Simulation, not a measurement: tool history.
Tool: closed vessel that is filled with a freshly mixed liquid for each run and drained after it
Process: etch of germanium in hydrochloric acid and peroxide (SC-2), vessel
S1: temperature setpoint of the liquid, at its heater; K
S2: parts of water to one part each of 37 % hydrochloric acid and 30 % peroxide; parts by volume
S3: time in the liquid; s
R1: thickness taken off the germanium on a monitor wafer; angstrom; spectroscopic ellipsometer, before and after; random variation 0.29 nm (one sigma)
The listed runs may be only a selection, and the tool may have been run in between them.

run  hour      S1    S2  S3      R1
  1     0  321.15    12  90  1364.3
  2   5.9  321.15    12  90  1375.2
  3  10.4  314.65    12  90  1113.4
  4  11.6  314.65    12  95  1173.8
  5  18.6  311.15    12  95  1051.3
  6  21.7  311.15    16  95  1014.2
  7  29.3  310.65  16.5  95   987.6

Run 8 comes next. What will it give?
  8  35.1  310.15  17  95   ?

R1: 968.64 angstrom

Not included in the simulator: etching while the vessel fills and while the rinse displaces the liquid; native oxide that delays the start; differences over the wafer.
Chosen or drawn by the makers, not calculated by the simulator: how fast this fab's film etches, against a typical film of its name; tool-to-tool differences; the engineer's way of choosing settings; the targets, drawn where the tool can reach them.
